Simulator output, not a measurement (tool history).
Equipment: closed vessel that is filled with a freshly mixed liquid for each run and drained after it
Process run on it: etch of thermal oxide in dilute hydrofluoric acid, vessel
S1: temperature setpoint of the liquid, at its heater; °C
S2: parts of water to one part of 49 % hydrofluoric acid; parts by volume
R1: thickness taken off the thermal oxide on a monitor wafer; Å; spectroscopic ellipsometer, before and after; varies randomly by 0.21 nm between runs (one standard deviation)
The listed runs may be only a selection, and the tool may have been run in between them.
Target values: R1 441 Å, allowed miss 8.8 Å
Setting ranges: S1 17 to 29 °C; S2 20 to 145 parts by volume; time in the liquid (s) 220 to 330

Run 1, day 0: S1 21 °C, S2 80 parts by volume, time in the liquid (s) 330. Result: R1 186.48 Å.
Run 2, day 0.204: S1 22.5 °C, S2 70 parts by volume, time in the liquid (s) 330. Result: R1 225.92 Å.
Run 3, day 0.483: S1 24 °C, S2 65 parts by volume, time in the liquid (s) 330. Result: R1 263.04 Å.
Run 4, day 0.596: S1 25 °C, S2 60 parts by volume, time in the liquid (s) 330. Result: R1 298.18 Å.
Run 5, day 0.9: S1 25 °C, S2 60 parts by volume, time in the liquid (s) 330. Result: R1 298.55 Å.
Run 6, day 1.033: S1 26 °C, S2 55 parts by volume, time in the liquid (s) 330. Result: R1 343.07 Å.
Run 7, day 1.338: S1 26 °C, S2 55 parts by volume, time in the liquid (s) 330. Result: R1 344.07 Å.
Run 8, day 1.4: S1 26.5 °C, S2 55 parts by volume, time in the liquid (s) 330. Result: R1 346.87 Å.
Run 9, day 1.688: S1 27 °C, S2 55 parts by volume, time in the liquid (s) 330. Result: R1 353.17 Å.
Run 10, day 1.729: S1 27.5 °C, S2 55 parts by volume, time in the liquid (s) 330. Result: R1 362.72 Å.
Run 11, day 2.033: S1 28 °C, S2 55 parts by volume, time in the liquid (s) 330. Result: R1 368.81 Å.
Run 12, day 2.379: S1 28 °C, S2 55 parts by volume, time in the liquid (s) 330. Result: R1 369.9 Å.
Run 13, day 2.604: S1 28 °C, S2 55 parts by volume, time in the liquid (s) 330. Result: R1 367.52 Å.

Which single option among these 5 for the next run brings every result within its allowed miss of target? Just one does.
Run A, day 2.829: S1 29 °C, S2 50 parts by volume, time in the liquid (s) 325. Result: R1 ?.
Run B, day 2.829: S1 25.5 °C, S2 65 parts by volume, time in the liquid (s) 330. Result: R1 ?.
Run C, day 2.829: S1 29 °C, S2 45 parts by volume, time in the liquid (s) 330. Result: R1 ?.
Run D, day 2.829: S1 29 °C, S2 55 parts by volume, time in the liquid (s) 235. Result: R1 ?.
Run E, day 2.829: S1 28.5 °C, S2 45 parts by volume, time in the liquid (s) 310. Result: R1 ?.

move      R1
   A   421.4
   B  280.25
   C  479.01
   D  274.94
   E  441.11
A: closer than the last run, but not yet in spec
B: moves away from the targets compared with the last run
C: the result that was furthest off in the last run now lies on the other side of its target
D: moves away from the targets compared with the last run
E: each result inside its tolerance
Answer: E

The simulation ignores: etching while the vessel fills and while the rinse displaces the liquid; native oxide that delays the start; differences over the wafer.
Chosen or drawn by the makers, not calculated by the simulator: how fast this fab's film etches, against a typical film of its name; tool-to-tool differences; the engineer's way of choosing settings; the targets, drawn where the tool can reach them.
